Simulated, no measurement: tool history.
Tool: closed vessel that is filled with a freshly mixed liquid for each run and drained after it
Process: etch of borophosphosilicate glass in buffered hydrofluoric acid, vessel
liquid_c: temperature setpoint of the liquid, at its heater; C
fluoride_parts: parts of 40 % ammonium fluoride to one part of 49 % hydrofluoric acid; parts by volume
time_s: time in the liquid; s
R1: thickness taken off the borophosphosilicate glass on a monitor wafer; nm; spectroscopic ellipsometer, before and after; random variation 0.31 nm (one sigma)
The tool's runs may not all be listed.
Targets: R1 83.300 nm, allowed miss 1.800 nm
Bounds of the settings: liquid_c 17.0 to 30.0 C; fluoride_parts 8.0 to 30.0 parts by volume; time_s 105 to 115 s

Run 1, hour 0.0: liquid_c 22.0 C, fluoride_parts 21.5 parts by volume, time_s 105 s. Result: R1 139.300 nm.
Run 2, hour 8.3: liquid_c 21.0 C, fluoride_parts 23.0 parts by volume, time_s 105 s. Result: R1 125.640 nm.
Run 3, hour 12.2: liquid_c 21.0 C, fluoride_parts 20.0 parts by volume, time_s 105 s. Result: R1 138.080 nm.
Run 4, hour 16.4: liquid_c 21.0 C, fluoride_parts 24.0 parts by volume, time_s 105 s. Result: R1 121.470 nm.
Run 5, hour 19.5: liquid_c 20.0 C, fluoride_parts 25.0 parts by volume, time_s 105 s. Result: R1 111.240 nm.
Run 6, hour 20.6: liquid_c 19.5 C, fluoride_parts 26.0 parts by volume, time_s 105 s. Result: R1 105.170 nm.
Run 7, hour 21.7: liquid_c 19.0 C, fluoride_parts 26.5 parts by volume, time_s 105 s. Result: R1 101.370 nm.
Run 8, hour 30.6: liquid_c 18.5 C, fluoride_parts 27.0 parts by volume, time_s 105 s. Result: R1 97.318 nm.
Run 9, hour 36.3: liquid_c 18.0 C, fluoride_parts 27.5 parts by volume, time_s 105 s. Result: R1 94.523 nm.
Run 10, hour 41.6: liquid_c 18.0 C, fluoride_parts 28.0 parts by volume, time_s 105 s. Result: R1 92.252 nm.
Run 11, hour 46.8: liquid_c 18.0 C, fluoride_parts 28.5 parts by volume, time_s 105 s. Result: R1 91.230 nm.
Run 12, hour 47.3: liquid_c 18.0 C, fluoride_parts 29.0 parts by volume, time_s 105 s. Result: R1 90.407 nm.
Run 13, hour 50.8: liquid_c 17.5 C, fluoride_parts 29.5 parts by volume, time_s 105 s. Result: R1 86.963 nm.

Which of these 4 next moves meets every target?
Run A, hour 54.3: liquid_c 18.5 C, fluoride_parts 30.0 parts by volume, time_s 105 s. Result: R1 ?.
Run B, hour 54.3: liquid_c 17.0 C, fluoride_parts 26.0 parts by volume, time_s 105 s. Result: R1 ?.
Run C, hour 54.3: liquid_c 17.0 C, fluoride_parts 30.0 parts by volume, time_s 105 s. Result: R1 ?.
Run D, hour 54.3: liquid_c 17.0 C, fluoride_parts 28.5 parts by volume, time_s 110 s. Result: R1 ?.

move      R1
   A  90.541
   B  91.890
   C  83.179
   D  90.307
A: further off than the last run
B: further off than the last run
C: meets every target
D: further off than the last run
Answer: C
